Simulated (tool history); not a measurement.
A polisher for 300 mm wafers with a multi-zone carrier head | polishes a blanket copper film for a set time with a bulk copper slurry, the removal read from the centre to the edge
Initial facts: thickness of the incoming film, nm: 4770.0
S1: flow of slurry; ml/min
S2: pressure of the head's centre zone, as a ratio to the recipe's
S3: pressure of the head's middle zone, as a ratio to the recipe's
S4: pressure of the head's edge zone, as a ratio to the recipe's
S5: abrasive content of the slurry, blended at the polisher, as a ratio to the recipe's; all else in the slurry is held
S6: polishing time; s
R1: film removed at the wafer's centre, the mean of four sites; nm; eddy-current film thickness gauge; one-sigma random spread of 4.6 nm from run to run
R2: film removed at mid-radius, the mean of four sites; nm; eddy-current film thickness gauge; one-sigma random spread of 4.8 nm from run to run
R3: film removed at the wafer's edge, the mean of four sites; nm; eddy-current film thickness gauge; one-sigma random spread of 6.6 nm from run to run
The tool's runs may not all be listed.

run,hour,S1,S2,S3,S4,S5,S6,R1,R2,R3
1,0,270,1,1,1,1,79,815.49,828.24,817.88
2,0.7,275,1.01,1,0.97,0.9,73,752.78,752.39,716.1
3,6.1,275,1.05,1,0.97,0.9,73,792.67,764.04,737.03
4,12.1,275,1.05,1,0.97,0.9,86,929.72,876.59,869.97
5,19.2,275,1.05,1,1.05,0.9,86,930.75,891.54,910.26
6,28,275,1.05,1,1.05,1,86,960.21,899.53,945.29

Forecast run 7:
7,33.6,280,1.04,0.91,0.95,0.75,64,?,?,?

Run 7 produced R1 656.83 nm, R2 589.28 nm, R3 619.8 nm.
